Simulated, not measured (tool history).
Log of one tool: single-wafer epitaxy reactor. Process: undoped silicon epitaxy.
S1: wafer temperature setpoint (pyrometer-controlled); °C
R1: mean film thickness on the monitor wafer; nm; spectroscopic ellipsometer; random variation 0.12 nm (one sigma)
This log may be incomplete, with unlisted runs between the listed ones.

{"run": 1, "hour": 0.0, "S1": 630, "deposition time (s)": 362, "R1": 40.261}
{"run": 2, "hour": 6.2, "S1": 639, "deposition time (s)": 362, "R1": 51.022}
{"run": 3, "hour": 13.3, "S1": 633, "deposition time (s)": 362, "R1": 43.621}
{"run": 4, "hour": 17.3, "S1": 633, "deposition time (s)": 391, "R1": 47.133}
{"run": 5, "hour": 23.7, "S1": 633, "deposition time (s)": 430, "R1": 51.432}
{"run": 6, "hour": 28.8, "S1": 627, "deposition time (s)": 430, "R1": 44.134}
{"run": 7, "hour": 35.1, "S1": 622, "deposition time (s)": 420, "R1": 38.226}
{"run": 8, "hour": 41.2, "S1": 618, "deposition time (s)": 411, "R1": 33.457}

Estimate the outcome of run 9 from the log above:
{"run": 9, "hour": 43.6, "S1": 615, "deposition time (s)": 406, "R1": "?"}

Run 9 yielded R1 30.843 nm.
